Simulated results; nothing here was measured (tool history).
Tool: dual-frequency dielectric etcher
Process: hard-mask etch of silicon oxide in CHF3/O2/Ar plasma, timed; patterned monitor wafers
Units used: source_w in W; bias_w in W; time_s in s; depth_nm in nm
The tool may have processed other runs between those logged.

| run | day | source_w | bias_w | time_s | depth_nm |
|---|---|---|---|---|---|
| 1 | 0.000 | 550 | 198 | 32 | 60.516 |
| 2 | 0.171 | 550 | 167 | 32 | 56.779 |
| 3 | 0.208 | 530 | 166 | 32 | 56.115 |
| 4 | 0.254 | 510 | 165 | 32 | 54.797 |
| 5 | 0.292 | 510 | 184 | 32 | 57.156 |
| 6 | 0.638 | 490 | 182 | 32 | 55.830 |
| 7 | 0.883 | 470 | 182 | 32 | 54.636 |

What does the tool deliver on the next run?
| 8 | 1.146 | 460 | 182 | 32 | ? |

Run 8 measured depth_nm 54.294 nm.
